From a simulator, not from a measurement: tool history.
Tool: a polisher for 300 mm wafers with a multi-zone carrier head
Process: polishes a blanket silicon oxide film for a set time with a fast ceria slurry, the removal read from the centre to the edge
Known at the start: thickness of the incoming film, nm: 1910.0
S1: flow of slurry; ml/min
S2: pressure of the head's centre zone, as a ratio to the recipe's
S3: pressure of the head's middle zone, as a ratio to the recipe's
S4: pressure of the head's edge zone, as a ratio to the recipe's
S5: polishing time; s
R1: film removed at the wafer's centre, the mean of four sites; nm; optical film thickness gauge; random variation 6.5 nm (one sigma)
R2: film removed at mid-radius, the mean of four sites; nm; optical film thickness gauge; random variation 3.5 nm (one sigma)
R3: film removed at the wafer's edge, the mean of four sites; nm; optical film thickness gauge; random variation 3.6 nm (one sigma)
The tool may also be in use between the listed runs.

run 1 hour=0.0 | S1=165 S2=1.00 S3=1.00 S4=1.00 S5=45 | R1=786.69 R2=783.09 R3=762.97
run 2 hour=1.5 | S1=155 S2=0.95 S3=0.98 S4=0.96 S5=41 | R1=678.09 R2=679.92 R3=671.89
run 3 hour=2.9 | S1=155 S2=1.00 S3=0.98 S4=0.96 S5=41 | R1=693.22 R2=683.77 R3=669.38
run 4 hour=5.8 | S1=190 S2=1.00 S3=0.98 S4=0.96 S5=41 | R1=722.38 R2=713.90 R3=686.56
run 5 hour=9.5 | S1=165 S2=1.00 S3=0.98 S4=0.96 S5=41 | R1=700.02 R2=696.05 R3=677.67
run 6 hour=12.6 | S1=150 S2=0.94 S3=0.98 S4=0.94 S5=38 | R1=606.08 R2=641.44 R3=616.01
run 7 hour=16.0 | S1=110 S2=0.84 S3=0.89 S4=0.85 S5=32 | R1=422.40 R2=461.32 R3=470.94
run 8 hour=21.3 | S1=110 S2=0.84 S3=0.89 S4=0.85 S5=32 | R1=417.90 R2=452.32 R3=471.09
run 9 hour=24.2 | S1=135 S2=0.84 S3=0.90 S4=0.86 S5=32 | R1=442.83 R2=484.61 R3=487.40
run 10 hour=25.6 | S1=145 S2=0.84 S3=0.90 S4=0.87 S5=32 | R1=457.64 R2=498.86 R3=494.87
run 11 hour=31.3 | S1=150 S2=0.83 S3=0.90 S4=0.88 S5=32 | R1=455.37 R2=500.17 R3=501.79

Run 12 comes next. What will it give?
run 12 hour=35.6 | S1=155 S2=0.83 S3=0.90 S4=0.88 S5=32 | R1=? R2=? R3=?

R1: 448.22 nm
R2: 503.20 nm
R3: 504.36 nm
